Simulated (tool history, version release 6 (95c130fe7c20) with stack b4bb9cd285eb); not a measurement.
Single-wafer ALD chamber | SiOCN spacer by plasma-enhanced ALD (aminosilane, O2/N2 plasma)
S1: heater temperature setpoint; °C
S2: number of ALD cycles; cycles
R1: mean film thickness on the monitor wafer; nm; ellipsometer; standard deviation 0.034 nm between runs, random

{"run": 1, "hour": 0.0, "S1": 385, "S2": 92, "R1": 5.4562}
{"run": 2, "hour": 7.2, "S1": 385, "S2": 97, "R1": 5.7494}
{"run": 3, "hour": 11.2, "S1": 385, "S2": 89, "R1": 5.2661}
{"run": 4, "hour": 17.1, "S1": 385, "S2": 79, "R1": 4.6974}
{"run": 5, "hour": 21.5, "S1": 389, "S2": 79, "R1": 4.6755}
{"run": 6, "hour": 29.0, "S1": 394, "S2": 79, "R1": 4.7128}
{"run": 7, "hour": 36.0, "S1": 394, "S2": 86, "R1": 5.0361}

What does the tool deliver on the next run?
{"run": 8, "hour": 37.1, "S1": 394, "S2": 101, "R1": "?"}

R1: 6.0391 nm

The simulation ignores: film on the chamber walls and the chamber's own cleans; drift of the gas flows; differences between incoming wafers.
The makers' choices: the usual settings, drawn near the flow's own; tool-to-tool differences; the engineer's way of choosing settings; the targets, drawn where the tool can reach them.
